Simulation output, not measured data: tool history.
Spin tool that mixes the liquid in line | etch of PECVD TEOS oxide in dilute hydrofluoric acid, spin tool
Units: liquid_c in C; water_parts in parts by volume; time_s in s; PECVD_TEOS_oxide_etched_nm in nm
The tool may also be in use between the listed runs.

Run 1, day 0: liquid_c 24 C, water_parts 260 parts by volume, time_s 315 s. Result: PECVD_TEOS_oxide_etched_nm 10.223 nm.
Run 2, day 0.067: liquid_c 26 C, water_parts 260 parts by volume, time_s 315 s. Result: PECVD_TEOS_oxide_etched_nm 10.942 nm.
Run 3, day 0.238: liquid_c 24 C, water_parts 260 parts by volume, time_s 315 s. Result: PECVD_TEOS_oxide_etched_nm 10.236 nm.
Run 4, day 0.367: liquid_c 24 C, water_parts 325 parts by volume, time_s 315 s. Result: PECVD_TEOS_oxide_etched_nm 7.6553 nm.
Run 5, day 0.733: liquid_c 24 C, water_parts 415 parts by volume, time_s 315 s. Result: PECVD_TEOS_oxide_etched_nm 5.5217 nm.
Run 6, day 1.021: liquid_c 25 C, water_parts 380 parts by volume, time_s 315 s. Result: PECVD_TEOS_oxide_etched_nm 6.4264 nm.
Run 7, day 1.304: liquid_c 25.5 C, water_parts 350 parts by volume, time_s 315 s. Result: PECVD_TEOS_oxide_etched_nm 7.3708 nm.
Run 8, day 1.588: liquid_c 29.5 C, water_parts 245 parts by volume, time_s 315 s. Result: PECVD_TEOS_oxide_etched_nm 13.344 nm.
Run 9, day 1.792: liquid_c 29.5 C, water_parts 230 parts by volume, time_s 315 s. Result: PECVD_TEOS_oxide_etched_nm 14.385 nm.
Run 10, day 1.846: liquid_c 29.5 C, water_parts 220 parts by volume, time_s 315 s. Result: PECVD_TEOS_oxide_etched_nm 15.332 nm.
Run 11, day 2.029: liquid_c 30 C, water_parts 210 parts by volume, time_s 315 s. Result: PECVD_TEOS_oxide_etched_nm 16.391 nm.
Run 12, day 2.204: liquid_c 30 C, water_parts 200 parts by volume, time_s 315 s. Result: PECVD_TEOS_oxide_etched_nm 17.462 nm.

Run 13 comes next. What will it give?
Run 13, day 2.267: liquid_c 30 C, water_parts 195 parts by volume, time_s 315 s. Result: PECVD_TEOS_oxide_etched_nm ?.

{"run 13": {"PECVD_TEOS_oxide_etched_nm": 18.103}}

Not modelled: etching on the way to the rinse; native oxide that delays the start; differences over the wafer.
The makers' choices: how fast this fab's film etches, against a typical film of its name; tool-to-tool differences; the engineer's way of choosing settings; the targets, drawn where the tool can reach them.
